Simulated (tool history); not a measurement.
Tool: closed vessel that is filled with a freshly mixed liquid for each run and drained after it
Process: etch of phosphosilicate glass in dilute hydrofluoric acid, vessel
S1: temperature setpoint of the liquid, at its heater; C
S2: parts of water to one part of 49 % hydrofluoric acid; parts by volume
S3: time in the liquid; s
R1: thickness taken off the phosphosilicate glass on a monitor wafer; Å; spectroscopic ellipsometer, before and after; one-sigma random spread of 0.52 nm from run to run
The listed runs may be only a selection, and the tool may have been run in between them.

Run 1, hour 0.0: S1 21.0 C, S2 215 parts by volume, S3 30 s. Result: R1 228.48 Å.
Run 2, hour 2.8: S1 22.5 C, S2 185 parts by volume, S3 30 s. Result: R1 287.13 Å.
Run 3, hour 9.1: S1 23.5 C, S2 185 parts by volume, S3 30 s. Result: R1 298.18 Å.
Run 4, hour 17.7: S1 20.0 C, S2 185 parts by volume, S3 30 s. Result: R1 262.70 Å.
Run 5, hour 20.4: S1 20.0 C, S2 260 parts by volume, S3 30 s. Result: R1 173.06 Å.
Run 6, hour 25.5: S1 23.0 C, S2 260 parts by volume, S3 30 s. Result: R1 192.38 Å.
Run 7, hour 32.2: S1 24.0 C, S2 220 parts by volume, S3 30 s. Result: R1 248.29 Å.
Run 8, hour 39.2: S1 25.0 C, S2 190 parts by volume, S3 30 s. Result: R1 310.14 Å.
Run 9, hour 43.8: S1 25.5 C, S2 165 parts by volume, S3 30 s. Result: R1 370.25 Å.
Run 10, hour 48.9: S1 26.0 C, S2 145 parts by volume, S3 30 s. Result: R1 436.88 Å.

What will run 11 give?
Run 11, hour 54.2: S1 26.5 C, S2 130 parts by volume, S3 30 s. Result: R1 ?.

Run 11 produced R1 509.91 Å.
